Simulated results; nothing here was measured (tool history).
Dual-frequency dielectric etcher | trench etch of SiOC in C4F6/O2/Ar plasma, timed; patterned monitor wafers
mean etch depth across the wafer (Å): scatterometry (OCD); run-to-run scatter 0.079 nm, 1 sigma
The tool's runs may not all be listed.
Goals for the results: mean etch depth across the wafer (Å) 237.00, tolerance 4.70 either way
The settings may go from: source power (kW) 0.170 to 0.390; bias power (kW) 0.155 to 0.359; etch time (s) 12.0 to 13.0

run,hour,source power (kW),bias power (kW),etch time (s),mean etch depth across the wafer (Å)
1,0.0,0.280,0.257,13.0,289.10
2,1.8,0.280,0.231,13.0,282.43
3,7.3,0.280,0.253,13.0,288.90
4,8.9,0.230,0.253,13.0,268.52
5,17.6,0.270,0.253,13.0,284.33
6,25.9,0.320,0.253,13.0,301.83
7,27.2,0.260,0.202,12.5,255.04
8,31.3,0.250,0.199,12.5,249.65

Of the 5 settings listed for the next run, only one would bring every result within its allowed miss of target. Which one?
A,35.4,0.250,0.186,12.0,?
B,35.4,0.210,0.199,12.0,?
C,35.4,0.220,0.266,12.0,?
D,35.4,0.230,0.177,12.0,?
E,35.4,0.250,0.198,12.5,?

move,mean etch depth across the wafer (Å)
A,235.68
B,222.83
C,244.30
D,225.21
E,249.06
A: in spec on every target
B: carries the result that was furthest off beyond its target, to the other side
C: moves toward the targets from the last run without getting all of them in spec
D: carries the result that was furthest off beyond its target, to the other side
E: about as far from the targets as the last run
Correct choice: A, which meets every target
